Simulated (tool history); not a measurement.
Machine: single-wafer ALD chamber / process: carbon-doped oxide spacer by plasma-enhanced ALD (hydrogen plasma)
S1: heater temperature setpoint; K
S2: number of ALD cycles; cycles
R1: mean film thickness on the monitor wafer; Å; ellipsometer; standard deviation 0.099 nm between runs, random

Run 1, day 0.000: S1 663.15 K, S2 425 cycles. Result: R1 197.07 Å.
Run 2, day 0.104: S1 669.15 K, S2 425 cycles. Result: R1 196.78 Å.
Run 3, day 0.462: S1 669.15 K, S2 419 cycles. Result: R1 194.85 Å.
Run 4, day 0.633: S1 673.15 K, S2 419 cycles. Result: R1 192.79 Å.
Run 5, day 0.800: S1 677.15 K, S2 419 cycles. Result: R1 188.14 Å.
Run 6, day 1.129: S1 682.15 K, S2 419 cycles. Result: R1 188.07 Å.

The next listed run, before its measurement:
Run 7, day 1.229: S1 682.15 K, S2 419 cycles. Result: R1 ?.

Logged for run 7: R1 186.63 Å.

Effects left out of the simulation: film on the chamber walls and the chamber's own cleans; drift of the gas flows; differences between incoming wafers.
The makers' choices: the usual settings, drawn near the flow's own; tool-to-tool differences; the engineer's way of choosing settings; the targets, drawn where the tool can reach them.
